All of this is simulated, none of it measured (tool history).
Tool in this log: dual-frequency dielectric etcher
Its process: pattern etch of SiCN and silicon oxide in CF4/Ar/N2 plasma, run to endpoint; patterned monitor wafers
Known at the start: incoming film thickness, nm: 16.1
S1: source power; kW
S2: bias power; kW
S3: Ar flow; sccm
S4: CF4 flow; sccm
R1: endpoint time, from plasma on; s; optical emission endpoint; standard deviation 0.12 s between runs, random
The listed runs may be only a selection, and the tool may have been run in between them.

run 1 hour=0.0 | S1=0.470 S2=0.077 S3=97 S4=82 | R1=15.790
run 2 hour=3.9 | S1=0.430 S2=0.076 S3=97 S4=82 | R1=16.922
run 3 hour=7.6 | S1=0.490 S2=0.076 S3=97 S4=82 | R1=15.361
run 4 hour=15.4 | S1=0.490 S2=0.076 S3=97 S4=91 | R1=15.033
run 5 hour=20.8 | S1=0.530 S2=0.076 S3=97 S4=91 | R1=14.193
run 6 hour=23.0 | S1=0.530 S2=0.076 S3=97 S4=79 | R1=14.483
run 7 hour=27.1 | S1=0.430 S2=0.072 S3=98 S4=78 | R1=17.598

What will run 8 give?
run 8 hour=29.0 | S1=0.410 S2=0.072 S3=98 S4=78 | R1=?

Run 8 measured R1 18.201 s.

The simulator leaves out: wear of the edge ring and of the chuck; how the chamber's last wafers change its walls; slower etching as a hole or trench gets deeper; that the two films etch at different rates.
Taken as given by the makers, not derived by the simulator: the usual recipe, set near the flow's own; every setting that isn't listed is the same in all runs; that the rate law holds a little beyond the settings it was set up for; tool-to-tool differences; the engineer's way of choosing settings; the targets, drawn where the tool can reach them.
